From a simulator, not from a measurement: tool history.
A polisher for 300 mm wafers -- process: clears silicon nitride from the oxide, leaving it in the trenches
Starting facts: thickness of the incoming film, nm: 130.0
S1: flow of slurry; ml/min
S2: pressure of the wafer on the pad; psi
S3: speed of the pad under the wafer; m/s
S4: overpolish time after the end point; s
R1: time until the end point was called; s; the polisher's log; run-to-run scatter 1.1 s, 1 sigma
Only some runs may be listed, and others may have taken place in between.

run	hour	S1	S2	S3	S4	R1
1	0	270	3.3	1.2	36	106.82
2	6.5	270	2.9	1.2	36	127.46
3	15.4	270	3.3	1.2	36	109.67
4	16.5	270	4.2	1.2	36	84.999
5	23	270	4.2	1.32	36	80.797
6	27.6	270	4.4	1.34	36	74.734
7	29	270	4.6	1.36	36	70.991
8	31.7	270	4.7	1.36	36	69.779

Run 9 is up next; what results do you expect?
9	36.4	270	4.8	1.36	36	?

Run 9 gave R1 70.544 s.

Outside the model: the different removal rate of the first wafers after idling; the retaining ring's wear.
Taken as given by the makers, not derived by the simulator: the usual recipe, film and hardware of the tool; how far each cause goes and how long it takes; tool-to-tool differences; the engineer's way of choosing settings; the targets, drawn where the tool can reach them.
